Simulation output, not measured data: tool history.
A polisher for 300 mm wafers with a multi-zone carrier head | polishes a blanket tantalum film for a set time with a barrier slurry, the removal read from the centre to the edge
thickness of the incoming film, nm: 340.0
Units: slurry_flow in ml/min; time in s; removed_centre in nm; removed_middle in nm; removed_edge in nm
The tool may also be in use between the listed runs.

run,day,slurry_flow,centre_zone,middle_zone,edge_zone,slurry_solids,time,removed_centre,removed_middle,removed_edge
1,0.000,280,1.00,1.00,1.00,1.00,57,67.147,68.750,67.244
2,0.142,270,1.00,1.01,0.95,1.00,57,65.853,69.743,67.146
3,0.450,335,1.00,1.01,0.95,1.00,57,68.267,71.297,67.285
4,0.671,270,1.00,1.01,0.95,1.00,57,66.901,69.287,66.333
5,0.933,270,1.00,1.01,0.95,0.85,57,61.390,64.123,62.068
6,1.229,270,1.00,1.01,0.95,0.95,57,64.254,68.541,64.432
7,1.529,270,1.00,1.01,0.95,0.95,57,64.941,67.829,64.959
8,1.683,280,1.02,1.03,0.92,0.90,57,65.413,68.144,63.688
9,2.012,290,1.03,1.04,0.89,0.85,57,64.904,68.113,61.378

Run 10 comes next. What will it give?
10,2.317,290,1.03,1.04,0.87,0.85,57,?,?,?

Run 10 gave removed_centre 64.167 nm, removed_middle 67.007 nm, removed_edge 61.015 nm.
